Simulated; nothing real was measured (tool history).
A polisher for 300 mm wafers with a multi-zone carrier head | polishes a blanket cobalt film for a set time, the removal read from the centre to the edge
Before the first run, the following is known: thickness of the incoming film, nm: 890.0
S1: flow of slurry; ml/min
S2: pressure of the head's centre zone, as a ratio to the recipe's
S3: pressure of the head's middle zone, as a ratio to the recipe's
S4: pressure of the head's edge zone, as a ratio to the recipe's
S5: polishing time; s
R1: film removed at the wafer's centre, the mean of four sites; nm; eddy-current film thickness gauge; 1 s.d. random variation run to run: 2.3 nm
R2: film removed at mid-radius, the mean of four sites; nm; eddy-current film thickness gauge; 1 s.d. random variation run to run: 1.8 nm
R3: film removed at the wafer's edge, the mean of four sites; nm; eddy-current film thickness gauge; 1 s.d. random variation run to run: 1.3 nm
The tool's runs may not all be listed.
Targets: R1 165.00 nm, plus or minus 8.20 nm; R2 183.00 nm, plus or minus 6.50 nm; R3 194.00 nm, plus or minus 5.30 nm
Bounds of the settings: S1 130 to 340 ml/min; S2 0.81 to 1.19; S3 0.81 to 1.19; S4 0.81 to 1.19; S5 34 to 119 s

run,hour,S1,S2,S3,S4,S5,R1,R2,R3
1,0.0,220,1.00,1.00,1.00,76,259.94,265.00,256.68
2,5.7,210,0.96,0.97,0.99,72,242.13,245.69,238.60
3,11.3,210,1.04,0.97,0.99,72,258.00,247.93,240.06
4,18.5,210,0.98,0.97,0.99,72,239.45,245.14,237.91
5,20.1,200,0.94,0.94,1.00,69,219.51,222.97,226.94
6,25.7,190,0.91,0.93,1.00,67,206.17,214.49,223.56
7,26.4,190,0.91,0.93,1.00,67,201.29,213.04,220.17
8,29.6,160,0.81,0.85,0.92,60,158.72,173.20,185.30
9,37.0,165,0.81,0.86,0.93,60,154.05,177.56,188.72
10,37.8,170,0.82,0.86,0.93,60,162.40,176.12,190.48

5 candidate next runs follow, results not yet known. Just one meets every target within its allowed miss. Identify it.
A,38.6,145,0.81,0.84,0.97,59,?,?,?
B,38.6,170,0.81,0.90,0.87,63,?,?,?
C,38.6,190,0.81,0.84,0.90,62,?,?,?
D,38.6,140,0.86,0.86,0.89,61,?,?,?
E,38.6,205,0.81,0.81,1.07,56,?,?,?

move,R1,R2,R3
A,148.99,165.19,182.95
B,165.18,192.97,190.04
C,166.12,182.95,192.84
D,162.16,172.69,180.64
E,152.06,162.31,190.98
A: misses by more than the last run did
B: pushes the last run's worst result past its target
C: each result inside its tolerance
D: misses by more than the last run did
E: misses by more than the last run did
So the answer is move C, the one that meets all the targets.
